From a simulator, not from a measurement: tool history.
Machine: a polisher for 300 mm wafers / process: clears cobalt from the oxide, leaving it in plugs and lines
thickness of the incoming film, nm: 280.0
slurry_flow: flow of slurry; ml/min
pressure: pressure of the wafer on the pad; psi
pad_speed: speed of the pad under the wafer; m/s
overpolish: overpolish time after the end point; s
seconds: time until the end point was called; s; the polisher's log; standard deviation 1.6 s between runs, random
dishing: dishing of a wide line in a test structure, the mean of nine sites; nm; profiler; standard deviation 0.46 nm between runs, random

run 1 hour=0 | slurry_flow=235 pressure=1.9 pad_speed=1.14 overpolish=19 | seconds=60.539 dishing=28.999
run 2 hour=4.7 | slurry_flow=235 pressure=1.9 pad_speed=1.14 overpolish=12 | seconds=62.436 dishing=25.151
run 3 hour=13.1 | slurry_flow=235 pressure=2.3 pad_speed=1.14 overpolish=12 | seconds=51.317 dishing=27.198
run 4 hour=18.8 | slurry_flow=235 pressure=1.9 pad_speed=1.1 overpolish=15 | seconds=63.34 dishing=26.839
run 5 hour=24.5 | slurry_flow=185 pressure=1.9 pad_speed=1.1 overpolish=15 | seconds=63.935 dishing=26.607
run 6 hour=28.2 | slurry_flow=185 pressure=1.9 pad_speed=1.1 overpolish=22 | seconds=61.872 dishing=28.881

What does the tool deliver on the next run?
run 7 hour=29.3 | slurry_flow=185 pressure=1.7 pad_speed=1.08 overpolish=21 | seconds=? dishing=?

seconds: 70.372 s
dishing: 28.025 nm
